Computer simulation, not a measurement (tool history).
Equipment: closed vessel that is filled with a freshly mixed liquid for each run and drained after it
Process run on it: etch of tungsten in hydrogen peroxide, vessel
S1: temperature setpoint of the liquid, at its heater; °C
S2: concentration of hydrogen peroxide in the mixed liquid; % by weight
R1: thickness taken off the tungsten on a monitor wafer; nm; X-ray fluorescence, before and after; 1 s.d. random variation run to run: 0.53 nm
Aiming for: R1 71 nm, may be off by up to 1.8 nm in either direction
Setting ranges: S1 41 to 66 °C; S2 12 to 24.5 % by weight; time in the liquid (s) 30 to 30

run 1 hour=0 | S1=57 S2=16.5 time_in_the_liquid_(s)=30 | R1=100.03
run 2 hour=5 | S1=55.5 S2=16.5 time_in_the_liquid_(s)=30 | R1=91.488
run 3 hour=7.9 | S1=55.5 S2=16.5 time_in_the_liquid_(s)=30 | R1=90.234
run 4 hour=17 | S1=55.5 S2=17.5 time_in_the_liquid_(s)=30 | R1=94.252
run 5 hour=19.6 | S1=55.5 S2=20.5 time_in_the_liquid_(s)=30 | R1=102.26
run 6 hour=25.8 | S1=54 S2=20.5 time_in_the_liquid_(s)=30 | R1=92.179
run 7 hour=28.9 | S1=53 S2=20.5 time_in_the_liquid_(s)=30 | R1=88.543
run 8 hour=35.1 | S1=52 S2=20.5 time_in_the_liquid_(s)=30 | R1=81.414
run 9 hour=43.8 | S1=51.5 S2=20.5 time_in_the_liquid_(s)=30 | R1=81.36
run 10 hour=51.9 | S1=51 S2=20.5 time_in_the_liquid_(s)=30 | R1=78.711
run 11 hour=57 | S1=50.5 S2=20.5 time_in_the_liquid_(s)=30 | R1=76.207
run 12 hour=64 | S1=49 S2=20.5 time_in_the_liquid_(s)=30 | R1=68.106

Exercise: of the 4 proposed moves below, exactly one satisfies all targets within the stated allowed misses. Which move is it?
run A hour=71 | S1=46.5 S2=24.5 time_in_the_liquid_(s)=30 | R1=?
run B hour=71 | S1=49 S2=24 time_in_the_liquid_(s)=30 | R1=?
run C hour=71 | S1=48.5 S2=23.5 time_in_the_liquid_(s)=30 | R1=?
run D hour=71 | S1=50.5 S2=21 time_in_the_liquid_(s)=30 | R1=?

move=A R1=64.765
move=B R1=74.844
move=C R1=71.814
move=D R1=76.743
A: misses by more than the last run did
B: pushes the last run's worst result past its target
C: every result lands within tolerance
D: pushes the last run's worst result past its target
The move that meets every target is C.

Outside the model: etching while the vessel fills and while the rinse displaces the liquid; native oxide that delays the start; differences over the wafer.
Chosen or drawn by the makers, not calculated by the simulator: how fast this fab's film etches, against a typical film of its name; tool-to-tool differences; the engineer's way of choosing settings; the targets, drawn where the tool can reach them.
